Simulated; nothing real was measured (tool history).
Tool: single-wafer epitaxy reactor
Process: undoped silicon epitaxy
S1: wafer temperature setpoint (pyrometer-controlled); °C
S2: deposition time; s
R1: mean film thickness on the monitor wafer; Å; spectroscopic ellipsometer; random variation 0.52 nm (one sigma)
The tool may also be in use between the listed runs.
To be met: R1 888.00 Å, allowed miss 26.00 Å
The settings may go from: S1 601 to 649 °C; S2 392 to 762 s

{"run": 1, "day": 0.0, "S1": 625, "S2": 577, "R1": 652.66}
{"run": 2, "day": 0.3, "S1": 629, "S2": 577, "R1": 705.78}
{"run": 3, "day": 0.375, "S1": 629, "S2": 544, "R1": 675.4}
{"run": 4, "day": 0.638, "S1": 631, "S2": 545, "R1": 697.97}
{"run": 5, "day": 0.983, "S1": 633, "S2": 546, "R1": 726.72}
{"run": 6, "day": 1.258, "S1": 633, "S2": 485, "R1": 649.45}
{"run": 7, "day": 1.312, "S1": 635, "S2": 486, "R1": 676.11}
{"run": 8, "day": 1.512, "S1": 637, "S2": 487, "R1": 712.2}
{"day": 1.775, "done": "pyrometer calibrated"}
{"run": 9, "day": 1.775, "S1": 648, "S2": 492, "R1": 828.02}

Which of these 5 next moves meets every target?
{"run": "A", "day": 2.038, "S1": 641, "S2": 606, "R1": "?"}
{"run": "B", "day": 2.038, "S1": 649, "S2": 550, "R1": "?"}
{"run": "C", "day": 2.038, "S1": 647, "S2": 582, "R1": "?"}
{"run": "D", "day": 2.038, "S1": 649, "S2": 541, "R1": "?"}
{"run": "E", "day": 2.038, "S1": 649, "S2": 563, "R1": "?"}

move=A R1=879.34
move=B R1=942.80
move=C R1=957.19
move=D R1=927.37
move=E R1=965.08
A: meets every target
B: takes the result that was furthest off past its target
C: takes the result that was furthest off past its target
D: takes the result that was furthest off past its target
E: takes the result that was furthest off past its target
The right move is A.
